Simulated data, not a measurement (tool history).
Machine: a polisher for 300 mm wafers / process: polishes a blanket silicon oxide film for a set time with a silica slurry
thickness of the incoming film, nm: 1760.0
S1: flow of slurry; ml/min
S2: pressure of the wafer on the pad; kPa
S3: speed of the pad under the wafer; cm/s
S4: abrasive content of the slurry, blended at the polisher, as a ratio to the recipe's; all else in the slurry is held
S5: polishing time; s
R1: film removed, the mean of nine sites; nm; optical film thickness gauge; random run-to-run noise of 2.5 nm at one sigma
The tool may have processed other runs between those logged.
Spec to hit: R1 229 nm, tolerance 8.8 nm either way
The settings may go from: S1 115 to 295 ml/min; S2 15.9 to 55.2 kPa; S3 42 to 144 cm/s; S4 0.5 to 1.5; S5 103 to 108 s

{"run": 1, "hour": 0.0, "S1": 190, "S2": 35.2, "S3": 92, "S4": 1, "S5": 103, "R1": 366.19}
{"run": 2, "hour": 3.6, "S1": 190, "S2": 35.2, "S3": 72, "S4": 1, "S5": 103, "R1": 291.15}
{"run": 3, "hour": 9.6, "S1": 190, "S2": 33.1, "S3": 72, "S4": 1, "S5": 103, "R1": 287.53}
{"run": 4, "hour": 13.0, "S1": 215, "S2": 33.1, "S3": 72, "S4": 1, "S5": 103, "R1": 281.35}
{"run": 5, "hour": 18.1, "S1": 250, "S2": 33.1, "S3": 72, "S4": 1, "S5": 103, "R1": 284.25}
{"run": 6, "hour": 21.8, "S1": 250, "S2": 31, "S3": 72, "S4": 1, "S5": 103, "R1": 279.23}
{"run": 7, "hour": 22.7, "S1": 250, "S2": 29, "S3": 72, "S4": 1, "S5": 103, "R1": 259.24}
{"run": 8, "hour": 29.1, "S1": 250, "S2": 27.6, "S3": 72, "S4": 1, "S5": 103, "R1": 248.02}
{"run": 9, "hour": 36.2, "S1": 250, "S2": 26.9, "S3": 72, "S4": 1, "S5": 103, "R1": 242.21}

Of the 5 settings listed for the next run, only one would bring every result within its allowed miss of target. Which one?
{"run": "A", "hour": 43.3, "S1": 255, "S2": 24.8, "S3": 62, "S4": 1.05, "S5": 103, "R1": "?"}
{"run": "B", "hour": 43.3, "S1": 225, "S2": 22.1, "S3": 70, "S4": 1.15, "S5": 104, "R1": "?"}
{"run": "C", "hour": 43.3, "S1": 265, "S2": 25.5, "S3": 64, "S4": 1, "S5": 104, "R1": "?"}
{"run": "D", "hour": 43.3, "S1": 295, "S2": 31.7, "S3": 54, "S4": 1, "S5": 103, "R1": "?"}
{"run": "E", "hour": 43.3, "S1": 210, "S2": 23.4, "S3": 74, "S4": 1, "S5": 103, "R1": "?"}

move=A R1=205.62
move=B R1=210.55
move=C R1=214.88
move=D R1=227.91
move=E R1=215.79
A: moves the result that the last run missed by most past its target, out the other side
B: moves the result that the last run missed by most past its target, out the other side
C: moves the result that the last run missed by most past its target, out the other side
D: every result within its allowed miss
E: moves the result that the last run missed by most past its target, out the other side
The move that meets every target is D.

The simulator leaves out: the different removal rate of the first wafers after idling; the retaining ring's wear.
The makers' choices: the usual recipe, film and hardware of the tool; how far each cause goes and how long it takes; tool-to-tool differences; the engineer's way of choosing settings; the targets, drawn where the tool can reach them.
